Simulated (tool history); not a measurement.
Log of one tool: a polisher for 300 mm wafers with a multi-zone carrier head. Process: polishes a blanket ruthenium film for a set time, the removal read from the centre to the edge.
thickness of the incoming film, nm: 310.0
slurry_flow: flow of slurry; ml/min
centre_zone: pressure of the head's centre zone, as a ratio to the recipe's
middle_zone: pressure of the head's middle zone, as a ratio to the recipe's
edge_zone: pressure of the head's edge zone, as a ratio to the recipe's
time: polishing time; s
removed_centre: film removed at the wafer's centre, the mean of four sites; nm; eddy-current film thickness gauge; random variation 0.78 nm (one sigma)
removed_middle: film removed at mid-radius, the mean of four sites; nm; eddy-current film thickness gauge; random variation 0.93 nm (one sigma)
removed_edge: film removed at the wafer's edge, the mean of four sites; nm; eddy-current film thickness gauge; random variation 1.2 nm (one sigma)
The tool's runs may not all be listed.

run	day	slurry_flow	centre_zone	middle_zone	edge_zone	time	removed_centre	removed_middle	removed_edge
1	0	315	1	1	1	64	92.851	94.03	97.861
2	0.312	315	1	1	1.07	64	93.804	95.611	98.419
3	0.375	280	1	1	1.07	64	92.879	95.367	101.14
4	0.683	340	1	1	1.07	64	95.5	97.178	99.242
5	0.862	355	1.01	0.99	1.06	63	94.311	95.479	99.353
6	1.162	360	1.03	0.99	1.04	62	94.624	91.96	96.222
7	1.233	370	1.04	1	1.03	61	94.738	92.246	94.51
8	1.583	380	1.05	1	1.02	60	93.408	90.439	92.562
9	1.829	385	1.06	1	1.01	59	92.927	89.161	90.771
10	2.188	390	1.07	1	1	59	93.126	90.695	92.416

Run 11 comes next. What will it give?
11	2.517	300	1.17	0.92	0.9	55	?	?	?

{"run 11": {"removed_centre": 90.772, "removed_middle": 75.474, "removed_edge": 76.946}}
